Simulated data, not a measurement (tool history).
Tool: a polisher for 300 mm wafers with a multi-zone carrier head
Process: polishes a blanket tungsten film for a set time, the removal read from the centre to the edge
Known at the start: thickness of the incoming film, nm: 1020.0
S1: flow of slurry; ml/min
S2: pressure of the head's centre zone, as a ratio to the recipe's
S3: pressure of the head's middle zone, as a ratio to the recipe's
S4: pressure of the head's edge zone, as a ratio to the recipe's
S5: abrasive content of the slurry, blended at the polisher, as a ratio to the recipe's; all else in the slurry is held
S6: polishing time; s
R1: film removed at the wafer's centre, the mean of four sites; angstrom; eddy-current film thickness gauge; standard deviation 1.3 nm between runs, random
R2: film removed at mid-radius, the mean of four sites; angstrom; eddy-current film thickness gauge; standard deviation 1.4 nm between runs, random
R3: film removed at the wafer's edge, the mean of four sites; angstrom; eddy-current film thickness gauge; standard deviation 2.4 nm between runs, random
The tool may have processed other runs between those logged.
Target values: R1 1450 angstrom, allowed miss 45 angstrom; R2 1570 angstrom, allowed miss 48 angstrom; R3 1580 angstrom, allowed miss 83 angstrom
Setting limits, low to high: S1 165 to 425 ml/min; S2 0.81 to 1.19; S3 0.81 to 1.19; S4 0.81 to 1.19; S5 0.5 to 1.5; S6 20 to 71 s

{"run": 1, "hour": 0.0, "S1": 275, "S2": 1, "S3": 1, "S4": 1, "S5": 1, "S6": 45, "R1": 1167, "R2": 1107.1, "R3": 1111.8}
{"run": 2, "hour": 1.2, "S1": 275, "S2": 0.99, "S3": 1.02, "S4": 1.04, "S5": 1.1, "S6": 47, "R1": 1246.6, "R2": 1217.4, "R3": 1197.5}
{"run": 3, "hour": 10.0, "S1": 270, "S2": 0.96, "S3": 1.02, "S4": 1.07, "S5": 1.2, "S6": 49, "R1": 1293.1, "R2": 1300.8, "R3": 1319.2}
{"run": 4, "hour": 18.3, "S1": 270, "S2": 0.96, "S3": 1.02, "S4": 1.07, "S5": 1.3, "S6": 49, "R1": 1331, "R2": 1317.8, "R3": 1299}
{"run": 5, "hour": 24.5, "S1": 270, "S2": 1.03, "S3": 1.02, "S4": 1.07, "S5": 1.3, "S6": 49, "R1": 1399.5, "R2": 1308.5, "R3": 1335.9}
{"run": 6, "hour": 31.3, "S1": 265, "S2": 1.01, "S3": 1.03, "S4": 1.1, "S5": 1.35, "S6": 50, "R1": 1404.7, "R2": 1364.2, "R3": 1387.3}
{"hour": 32.7, "done": "centre zone pressure recalibrated"}
{"run": 7, "hour": 32.7, "S1": 270, "S2": 1, "S3": 1.04, "S4": 1.12, "S5": 1.4, "S6": 51, "R1": 1342.7, "R2": 1418.7, "R3": 1454.6}
{"run": 8, "hour": 37.5, "S1": 275, "S2": 1.01, "S3": 1.05, "S4": 1.12, "S5": 1.4, "S6": 52, "R1": 1411.7, "R2": 1456.6, "R3": 1450}
{"run": 9, "hour": 40.3, "S1": 275, "S2": 1.01, "S3": 1.05, "S4": 1.12, "S5": 1.4, "S6": 52, "R1": 1391.4, "R2": 1451, "R3": 1463}
{"run": 10, "hour": 48.0, "S1": 275, "S2": 1.01, "S3": 1.05, "S4": 1.13, "S5": 1.4, "S6": 53, "R1": 1438, "R2": 1493.1, "R3": 1485.8}
{"run": 11, "hour": 50.7, "S1": 275, "S2": 1.01, "S3": 1.05, "S4": 1.14, "S5": 1.4, "S6": 53, "R1": 1417.3, "R2": 1492, "R3": 1524.1}

Exactly one of the 5 candidate moves below puts every result within its allowed miss. Which one?
{"run": "A", "hour": 53.4, "S1": 320, "S2": 0.92, "S3": 1.04, "S4": 1.13, "S5": 1.3, "S6": 56, "R1": "?", "R2": "?", "R3": "?"}
{"run": "B", "hour": 53.4, "S1": 335, "S2": 1.02, "S3": 1.08, "S4": 1.19, "S5": 1.4, "S6": 53, "R1": "?", "R2": "?", "R3": "?"}
{"run": "C", "hour": 53.4, "S1": 345, "S2": 0.99, "S3": 1.13, "S4": 1.07, "S5": 1.35, "S6": 51, "R1": "?", "R2": "?", "R3": "?"}
{"run": "D", "hour": 53.4, "S1": 285, "S2": 0.98, "S3": 1.16, "S4": 1.15, "S5": 1.45, "S6": 55, "R1": "?", "R2": "?", "R3": "?"}
{"run": "E", "hour": 53.4, "S1": 275, "S2": 0.96, "S3": 1.13, "S4": 1.1, "S5": 1.4, "S6": 57, "R1": "?", "R2": "?", "R3": "?"}

move=A R1=1370.8 R2=1548.6 R3=1586.7
move=B R1=1456.8 R2=1548 R3=1576.1
move=C R1=1356.8 R2=1538.9 R3=1425.1
move=D R1=1445.9 R2=1695.6 R3=1599.1
move=E R1=1451.3 R2=1696.2 R3=1601.4
A: meets the target for the result that was furthest off, but another lies outside its allowed miss
B: hits every target within its allowed miss
C: meets the target for the result that was furthest off, but another lies outside its allowed miss
D: pushes the last run's worst result past its target
E: pushes the last run's worst result past its target
So the answer is move B, the one that meets all the targets.
